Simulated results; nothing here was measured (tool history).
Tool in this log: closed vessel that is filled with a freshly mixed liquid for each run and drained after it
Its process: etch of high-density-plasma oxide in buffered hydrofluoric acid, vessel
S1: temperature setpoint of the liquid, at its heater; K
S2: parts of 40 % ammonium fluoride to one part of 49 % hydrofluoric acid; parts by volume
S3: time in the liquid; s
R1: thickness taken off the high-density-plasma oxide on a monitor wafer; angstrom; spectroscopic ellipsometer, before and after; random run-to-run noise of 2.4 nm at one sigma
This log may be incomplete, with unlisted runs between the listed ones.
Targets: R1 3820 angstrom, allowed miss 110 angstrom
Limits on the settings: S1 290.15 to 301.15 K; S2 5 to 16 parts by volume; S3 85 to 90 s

run	day	S1	S2	S3	R1
1	0	293.15	9.5	85	1429.7
2	0.05	295.65	8	85	1943.5
3	0.362	299.15	8	85	2361.5
4	0.688	299.15	8	90	2489.9
5	0.8	299.15	6	90	3254.4
6	1.108	299.15	6	85	3108.1
7	1.217	299.15	6	85	3082.8
8	1.288	301.15	5	85	3999.2

Which of these 4 next moves meets every target?
A	1.358	301.15	5	90	?
B	1.358	300.65	5.5	85	?
C	1.358	300.15	5	90	?
D	1.358	300.65	5.5	90	?

move	R1
A	4256.3
B	3612.3
C	4036.2
D	3824.7
A: moves away from the targets compared with the last run
B: takes the result that was furthest off past its target
C: moves away from the targets compared with the last run
D: hits every target within its allowed miss
Answer: D
